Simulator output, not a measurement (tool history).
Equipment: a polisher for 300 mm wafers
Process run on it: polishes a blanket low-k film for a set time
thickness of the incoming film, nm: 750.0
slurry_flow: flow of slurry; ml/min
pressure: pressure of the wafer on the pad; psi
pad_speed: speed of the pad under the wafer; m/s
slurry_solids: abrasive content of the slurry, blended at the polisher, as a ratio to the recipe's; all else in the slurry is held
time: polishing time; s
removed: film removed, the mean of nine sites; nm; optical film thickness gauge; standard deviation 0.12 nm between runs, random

run    day  slurry_flow  pressure  pad_speed  slurry_solids  time  removed
  1  0.000          140       1.3       1.00            1.0    52   15.067
  2  0.271          140       1.3       1.00            0.8    52   13.739
  3  0.521          150       1.4       1.00            0.8    52   14.621
  4  0.633          150       1.5       1.00            0.8    52   15.317
  5  0.862          150       1.5       0.88            0.8    52   13.978
  6  1.100          150       1.6       0.88            0.8    52   14.767
  7  1.221          155       1.7       0.88            0.8    52   15.480
  8  1.354          165       2.1       0.88            0.8    52   18.573

Run 9 is up next; what results do you expect?
  9  1.446          165       2.1       0.88            0.8    52        ?

{"run 9": {"removed": 18.465}}
